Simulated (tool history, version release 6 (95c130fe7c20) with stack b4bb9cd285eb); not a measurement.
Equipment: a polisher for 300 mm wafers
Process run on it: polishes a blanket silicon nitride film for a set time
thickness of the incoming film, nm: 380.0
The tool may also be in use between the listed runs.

| run | day | flow of slurry (ml/min) | pressure of the wafer on the pad (psi) | speed of the pad under the wafer (cm/s) | polishing time (s) | film removed (Å) |
|---|---|---|---|---|---|---|
| 1 | 0.000 | 240 | 3.6 | 142 | 24 | 509.35 |
| 2 | 0.029 | 210 | 3.6 | 142 | 24 | 504.75 |
| 3 | 0.292 | 210 | 3.2 | 142 | 24 | 455.71 |
| 4 | 0.417 | 210 | 3.4 | 142 | 24 | 475.63 |
| 5 | 0.792 | 210 | 3.6 | 142 | 24 | 509.18 |
| 6 | 1.096 | 210 | 3.6 | 172 | 24 | 573.00 |
| 7 | 1.254 | 210 | 3.7 | 172 | 24 | 592.75 |
| 8 | 1.533 | 210 | 3.8 | 172 | 24 | 603.90 |
| 9 | 1.896 | 210 | 3.9 | 172 | 24 | 613.66 |
| 10 | 2.150 | 210 | 4.0 | 172 | 24 | 628.66 |

Estimate the outcome of run 11 from the log above:
| 11 | 2.425 | 210 | 4.1 | 172 | 24 | ? |

{"run 11": {"film removed (Å)": 651.07}}
